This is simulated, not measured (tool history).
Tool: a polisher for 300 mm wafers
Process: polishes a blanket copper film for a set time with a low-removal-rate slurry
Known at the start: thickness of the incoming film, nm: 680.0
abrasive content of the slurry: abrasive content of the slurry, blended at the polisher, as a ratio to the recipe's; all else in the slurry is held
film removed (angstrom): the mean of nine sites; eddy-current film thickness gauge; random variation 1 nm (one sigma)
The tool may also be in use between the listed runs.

| run | hour | flow of slurry (ml/min) | pressure of the wafer on the pad (psi) | speed of the pad under the wafer (m/s) | abrasive content of the slurry | polishing time (s) | film removed (angstrom) |
|---|---|---|---|---|---|---|---|
| 1 | 0.0 | 260 | 2.0 | 1.26 | 1.00 | 70 | 1709.60 |
| 2 | 1.6 | 260 | 2.0 | 0.96 | 1.00 | 70 | 1319.50 |
| 3 | 10.6 | 260 | 2.0 | 0.74 | 1.00 | 70 | 1027.10 |
| 4 | 16.8 | 260 | 2.0 | 0.74 | 0.90 | 70 | 995.26 |
| 5 | 21.6 | 260 | 2.1 | 0.74 | 0.90 | 70 | 1047.10 |
| 6 | 22.8 | 260 | 2.1 | 0.74 | 0.75 | 70 | 970.34 |
| 7 | 24.0 | 260 | 2.1 | 0.74 | 0.75 | 70 | 983.66 |
| 8 | 27.0 | 260 | 2.2 | 0.74 | 0.75 | 70 | 1017.80 |
| 9 | 28.7 | 260 | 2.3 | 0.74 | 0.75 | 70 | 1076.70 |

Forecast run 10:
| 10 | 34.8 | 275 | 2.9 | 0.74 | 0.75 | 70 | ? |

{"run 10": {"film removed (angstrom)": 1352.8}}
